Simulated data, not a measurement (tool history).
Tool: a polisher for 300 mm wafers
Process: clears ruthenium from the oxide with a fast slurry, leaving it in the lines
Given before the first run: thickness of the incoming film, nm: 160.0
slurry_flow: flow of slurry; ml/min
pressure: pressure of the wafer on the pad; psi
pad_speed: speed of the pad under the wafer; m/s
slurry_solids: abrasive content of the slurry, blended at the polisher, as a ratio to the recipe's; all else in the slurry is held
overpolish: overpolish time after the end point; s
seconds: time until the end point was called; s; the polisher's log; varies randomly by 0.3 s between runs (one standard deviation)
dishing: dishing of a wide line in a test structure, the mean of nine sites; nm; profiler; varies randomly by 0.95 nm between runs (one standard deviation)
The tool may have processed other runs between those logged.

run	day	slurry_flow	pressure	pad_speed	slurry_solids	overpolish	seconds	dishing
1	0.000	310	3.2	1.24	1.0	14	21.449	75.218
2	0.242	310	3.5	1.24	1.0	14	18.711	78.744
3	0.433	240	3.5	1.24	1.0	14	20.234	78.899
4	0.529	240	3.5	1.24	1.0	9	19.649	56.120
5	0.867	235	3.6	1.26	1.0	11	18.827	68.114
6	1.154	185	3.6	1.26	1.0	11	18.398	66.825
7	1.404	185	3.7	1.26	1.0	12	18.696	73.072
8	1.500	185	3.9	1.26	1.0	13	17.476	79.392

Estimate the outcome of run 9 from the log above:
9	1.633	185	3.9	1.28	1.0	14	?	?

{"run 9": {"seconds": 16.855, "dishing": 85.472}}
